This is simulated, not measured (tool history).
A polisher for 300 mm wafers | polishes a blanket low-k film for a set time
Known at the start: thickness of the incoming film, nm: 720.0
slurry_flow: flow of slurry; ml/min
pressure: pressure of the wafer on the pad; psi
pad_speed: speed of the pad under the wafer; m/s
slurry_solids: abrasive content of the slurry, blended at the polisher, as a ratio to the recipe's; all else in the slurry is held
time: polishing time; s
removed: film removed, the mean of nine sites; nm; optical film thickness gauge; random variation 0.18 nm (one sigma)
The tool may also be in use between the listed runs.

run,hour,slurry_flow,pressure,pad_speed,slurry_solids,time,removed
1,0.0,130,2.4,0.76,1.0,50,17.032
2,5.5,130,2.4,0.76,0.9,50,16.025
3,10.3,135,2.5,0.76,0.9,50,17.056
4,12.6,140,2.6,0.76,0.9,50,17.602
5,14.0,140,2.2,0.76,0.9,50,14.847
6,15.9,140,2.2,0.76,0.9,50,15.065
7,18.2,145,2.3,0.76,0.9,50,15.410
8,25.4,145,2.4,0.76,0.9,50,16.387

The next listed run, before its measurement:
9,31.1,145,2.5,0.76,0.9,50,?

{"run 9": {"removed": 16.699}}
